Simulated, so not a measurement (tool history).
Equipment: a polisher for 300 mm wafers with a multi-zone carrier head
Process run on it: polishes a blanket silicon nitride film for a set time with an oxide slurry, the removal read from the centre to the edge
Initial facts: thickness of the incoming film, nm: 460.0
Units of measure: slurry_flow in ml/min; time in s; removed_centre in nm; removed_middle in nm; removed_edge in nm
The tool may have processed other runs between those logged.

run 1 hour=0 | slurry_flow=185 centre_zone=1 middle_zone=1 edge_zone=1 slurry_solids=1 time=89 | removed_centre=38.359 removed_middle=38.837 removed_edge=37.942
run 2 hour=4.3 | slurry_flow=185 centre_zone=0.94 middle_zone=1 edge_zone=1 slurry_solids=1 time=89 | removed_centre=35.928 removed_middle=39.131 removed_edge=38.072
run 3 hour=12.8 | slurry_flow=185 centre_zone=0.94 middle_zone=1 edge_zone=1 slurry_solids=1 time=106 | removed_centre=42.522 removed_middle=46.079 removed_edge=45.852
run 4 hour=13.5 | slurry_flow=185 centre_zone=0.94 middle_zone=1.04 edge_zone=1 slurry_solids=1 time=106 | removed_centre=43.033 removed_middle=46.959 removed_edge=45.755
run 5 hour=17.6 | slurry_flow=185 centre_zone=0.94 middle_zone=1.04 edge_zone=1 slurry_solids=0.85 time=106 | removed_centre=38.81 removed_middle=42.536 removed_edge=40.245
run 6 hour=24 | slurry_flow=180 centre_zone=0.95 middle_zone=1.01 edge_zone=1 slurry_solids=0.8 time=105 | removed_centre=37.164 removed_middle=39.022 removed_edge=38.93
run 7 hour=29.6 | slurry_flow=180 centre_zone=0.96 middle_zone=1 edge_zone=0.99 slurry_solids=0.75 time=105 | removed_centre=35.431 removed_middle=36.988 removed_edge=36.671
run 8 hour=32.9 | slurry_flow=175 centre_zone=0.97 middle_zone=0.98 edge_zone=0.97 slurry_solids=0.75 time=105 | removed_centre=35.096 removed_middle=36.44 removed_edge=35.532
run 9 hour=33.9 | slurry_flow=175 centre_zone=0.97 middle_zone=0.98 edge_zone=0.97 slurry_solids=0.75 time=105 | removed_centre=35.728 removed_middle=36.191 removed_edge=35.672
run 10 hour=35.1 | slurry_flow=150 centre_zone=0.96 middle_zone=0.88 edge_zone=0.87 slurry_solids=0.5 time=104 | removed_centre=20.986 removed_middle=20.446 removed_edge=21.29
run 11 hour=36.9 | slurry_flow=165 centre_zone=0.97 middle_zone=0.88 edge_zone=0.89 slurry_solids=0.5 time=103 | removed_centre=22.061 removed_middle=20.849 removed_edge=21.161

Forecast run 12:
run 12 hour=37.9 | slurry_flow=160 centre_zone=0.98 middle_zone=0.89 edge_zone=0.92 slurry_solids=0.5 time=102 | removed_centre=? removed_middle=? removed_edge=?

removed_centre: 21.839 nm
removed_middle: 20.371 nm
removed_edge: 21.681 nm

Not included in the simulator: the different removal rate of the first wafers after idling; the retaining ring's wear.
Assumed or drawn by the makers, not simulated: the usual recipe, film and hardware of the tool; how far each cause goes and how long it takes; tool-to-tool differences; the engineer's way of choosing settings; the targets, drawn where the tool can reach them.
